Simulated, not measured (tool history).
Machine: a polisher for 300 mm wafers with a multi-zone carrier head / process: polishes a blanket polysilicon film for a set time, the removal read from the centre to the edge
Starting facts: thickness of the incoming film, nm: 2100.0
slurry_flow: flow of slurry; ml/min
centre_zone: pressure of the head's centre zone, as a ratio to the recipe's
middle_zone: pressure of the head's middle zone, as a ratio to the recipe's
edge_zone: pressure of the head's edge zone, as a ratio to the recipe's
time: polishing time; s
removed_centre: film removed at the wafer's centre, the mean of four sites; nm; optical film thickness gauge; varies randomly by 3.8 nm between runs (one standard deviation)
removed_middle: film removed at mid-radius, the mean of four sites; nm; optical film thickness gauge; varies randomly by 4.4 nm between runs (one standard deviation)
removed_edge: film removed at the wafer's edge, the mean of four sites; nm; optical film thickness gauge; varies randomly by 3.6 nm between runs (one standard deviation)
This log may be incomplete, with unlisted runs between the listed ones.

Run 1, hour 0: slurry_flow 285 ml/min, centre_zone 1, middle_zone 1, edge_zone 1, time 60 s. Result: removed_centre 433.99 nm, removed_middle 437.15 nm, removed_edge 441.69 nm.
Run 2, hour 2.6: slurry_flow 285 ml/min, centre_zone 1, middle_zone 1, edge_zone 1.04, time 60 s. Result: removed_centre 429.45 nm, removed_middle 425.66 nm, removed_edge 445.8 nm.
Run 3, hour 4.4: slurry_flow 285 ml/min, centre_zone 0.98, middle_zone 1.01, edge_zone 1.03, time 57 s. Result: removed_centre 411.53 nm, removed_middle 418.72 nm, removed_edge 424.21 nm.
Run 4, hour 9.8: slurry_flow 275 ml/min, centre_zone 0.95, middle_zone 1.02, edge_zone 1.04, time 54 s. Result: removed_centre 379.53 nm, removed_middle 389.6 nm, removed_edge 397.67 nm.
Run 5, hour 13: slurry_flow 275 ml/min, centre_zone 0.93, middle_zone 1.05, edge_zone 1.06, time 52 s. Result: removed_centre 352.39 nm, removed_middle 389.32 nm, removed_edge 384.76 nm.
Run 6, hour 17.1: slurry_flow 275 ml/min, centre_zone 0.93, middle_zone 1.05, edge_zone 1.06, time 38 s. Result: removed_centre 261.13 nm, removed_middle 286.42 nm, removed_edge 282.82 nm.
Run 7, hour 21.5: slurry_flow 275 ml/min, centre_zone 0.92, middle_zone 1.06, edge_zone 1.07, time 39 s. Result: removed_centre 261.18 nm, removed_middle 296.71 nm, removed_edge 292.44 nm.
Run 8, hour 22.3: slurry_flow 275 ml/min, centre_zone 0.92, middle_zone 1.07, edge_zone 1.08, time 39 s. Result: removed_centre 259.8 nm, removed_middle 302.15 nm, removed_edge 294.72 nm.
Run 9, hour 26.5: slurry_flow 275 ml/min, centre_zone 0.92, middle_zone 1.08, edge_zone 1.09, time 39 s. Result: removed_centre 260.46 nm, removed_middle 300.47 nm, removed_edge 295.39 nm.

Run 10 has not been measured yet. What should we expect?
Run 10, hour 34.8: slurry_flow 275 ml/min, centre_zone 0.92, middle_zone 1.09, edge_zone 1.09, time 39 s. Result: removed_centre ?, removed_middle ?, removed_edge ?.

removed_centre: 263 nm
removed_middle: 305.02 nm
removed_edge: 294.59 nm
